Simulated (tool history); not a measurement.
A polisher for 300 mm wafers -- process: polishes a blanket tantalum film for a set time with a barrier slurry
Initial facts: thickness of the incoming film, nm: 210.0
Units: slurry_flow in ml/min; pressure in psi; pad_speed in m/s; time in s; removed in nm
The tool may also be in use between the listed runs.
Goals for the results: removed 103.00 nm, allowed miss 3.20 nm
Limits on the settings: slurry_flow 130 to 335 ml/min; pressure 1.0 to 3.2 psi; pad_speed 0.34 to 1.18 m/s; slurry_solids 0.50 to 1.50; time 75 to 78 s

run	hour	slurry_flow	pressure	pad_speed	slurry_solids	time	removed
1	0.0	215	2.1	0.76	1.00	75	107.34
2	8.2	210	2.1	0.76	1.00	75	106.51
3	14.2	210	2.1	0.94	1.00	75	130.92
4	18.6	210	2.1	1.00	1.00	75	140.15
5	23.7	205	1.9	1.00	1.00	75	124.49
# hour 29.8: worn pad replaced by a new one
6	29.8	200	1.8	1.00	1.00	75	130.00
7	30.4	200	1.6	1.00	1.00	75	114.79
8	38.6	200	1.5	1.00	1.00	75	109.15

Exercise: of the 4 proposed moves below, exactly one satisfies all targets within the stated allowed misses. Which move is it?
A	46.8	215	1.4	1.16	0.95	78	?
B	46.8	200	1.4	1.06	1.00	75	?
C	46.8	240	1.9	0.78	0.70	78	?
D	46.8	160	2.0	0.82	1.05	78	?

move	removed
A	121.08
B	107.03
C	101.62
D	119.24
A: lands further from the targets than the last run did
B: closes in on the targets versus the last run, not all within tolerance yet
C: every result within its allowed miss
D: lands further from the targets than the last run did
Correct choice: C, which meets every target

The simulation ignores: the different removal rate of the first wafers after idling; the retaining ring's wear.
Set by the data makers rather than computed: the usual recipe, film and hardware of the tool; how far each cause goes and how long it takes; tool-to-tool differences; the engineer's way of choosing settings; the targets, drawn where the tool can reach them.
